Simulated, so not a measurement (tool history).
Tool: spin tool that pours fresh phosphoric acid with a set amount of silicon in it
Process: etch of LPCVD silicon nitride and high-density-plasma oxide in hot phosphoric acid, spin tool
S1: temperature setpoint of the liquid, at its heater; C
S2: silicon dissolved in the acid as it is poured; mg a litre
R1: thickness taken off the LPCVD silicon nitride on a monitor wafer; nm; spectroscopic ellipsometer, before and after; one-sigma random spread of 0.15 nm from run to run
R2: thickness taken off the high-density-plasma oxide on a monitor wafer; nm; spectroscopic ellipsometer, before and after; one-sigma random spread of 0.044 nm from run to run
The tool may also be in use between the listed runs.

Run 1, hour 0: S1 164 C, S2 10 mg a litre, time under the liquid (s) 180. Result: R1 18.318 nm, R2 0.77645 nm.
Run 2, hour 7: S1 166 C, S2 10 mg a litre, time under the liquid (s) 180. Result: R1 19.537 nm, R2 0.8911 nm.
Run 3, hour 11.2: S1 166 C, S2 11 mg a litre, time under the liquid (s) 190. Result: R1 20.845 nm, R2 0.94385 nm.
Run 4, hour 18.1: S1 166 C, S2 6 mg a litre, time under the liquid (s) 190. Result: R1 20.803 nm, R2 0.99098 nm.
Run 5, hour 26.8: S1 166 C, S2 9 mg a litre, time under the liquid (s) 190. Result: R1 20.738 nm, R2 0.97447 nm.
Run 6, hour 31.3: S1 166 C, S2 10.5 mg a litre, time under the liquid (s) 200. Result: R1 21.944 nm, R2 0.97626 nm.

Run 7, settings as shown, results not yet in. Your forecast:
Run 7, hour 38.5: S1 166 C, S2 11.5 mg a litre, time under the liquid (s) 205. Result: R1 ?, R2 ?.

R1: 22.465 nm
R2: 0.98967 nm

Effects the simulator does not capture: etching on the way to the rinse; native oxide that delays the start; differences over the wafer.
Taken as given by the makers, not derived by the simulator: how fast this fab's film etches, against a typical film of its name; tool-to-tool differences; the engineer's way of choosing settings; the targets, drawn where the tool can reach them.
